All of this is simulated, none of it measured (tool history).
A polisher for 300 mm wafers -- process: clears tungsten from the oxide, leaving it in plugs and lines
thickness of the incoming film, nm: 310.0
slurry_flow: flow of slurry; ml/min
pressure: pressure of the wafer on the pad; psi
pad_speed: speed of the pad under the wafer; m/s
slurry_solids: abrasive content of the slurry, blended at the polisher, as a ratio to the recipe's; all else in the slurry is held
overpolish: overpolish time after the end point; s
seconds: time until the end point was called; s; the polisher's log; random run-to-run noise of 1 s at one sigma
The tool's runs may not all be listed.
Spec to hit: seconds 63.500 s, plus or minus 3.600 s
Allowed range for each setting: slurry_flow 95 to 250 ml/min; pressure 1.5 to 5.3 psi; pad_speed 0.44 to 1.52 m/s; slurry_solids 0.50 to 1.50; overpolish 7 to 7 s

run  hour  slurry_flow  pressure  pad_speed  slurry_solids  overpolish  seconds
  1   0.0          160       3.4       0.98           1.00           7   89.661
  2   8.5          160       3.7       0.98           1.00           7   82.888
  3  12.0          160       3.7       0.74           1.00           7  106.950
  4  13.8          160       4.4       0.74           1.00           7   90.780
  5  19.4          125       4.4       0.74           1.00           7   93.544
  6  26.5          125       4.6       0.76           1.00           7   84.427
  7  31.3          125       4.7       0.78           1.00           7   84.246
  8  33.5          125       4.8       0.80           1.00           7   79.887
  9  42.2          125       4.9       0.82           1.00           7   77.524
 10  50.5          125       5.0       0.84           1.00           7   71.101
 11  56.0          125       5.1       0.84           1.00           7   71.665

Pick the move, out of 5, that brings all results within their allowed miss; only one does.
  A  61.5          155       5.3       0.80           0.90           7        ?
  B  61.5          130       5.3       1.08           0.90           7        ?
  C  61.5          115       4.7       0.74           1.00           7        ?
  D  61.5          145       5.3       0.88           1.15           7        ?
  E  61.5          140       5.3       1.14           0.90           7        ?

move  seconds
   A   72.174
   B   57.370
   C   88.881
   D   64.754
   E   54.167
A: the biggest miss grows against the last run
B: takes the result that was furthest off past its target
C: the biggest miss grows against the last run
D: every result lands within tolerance
E: takes the result that was furthest off past its target
Go with D: it meets all targets.

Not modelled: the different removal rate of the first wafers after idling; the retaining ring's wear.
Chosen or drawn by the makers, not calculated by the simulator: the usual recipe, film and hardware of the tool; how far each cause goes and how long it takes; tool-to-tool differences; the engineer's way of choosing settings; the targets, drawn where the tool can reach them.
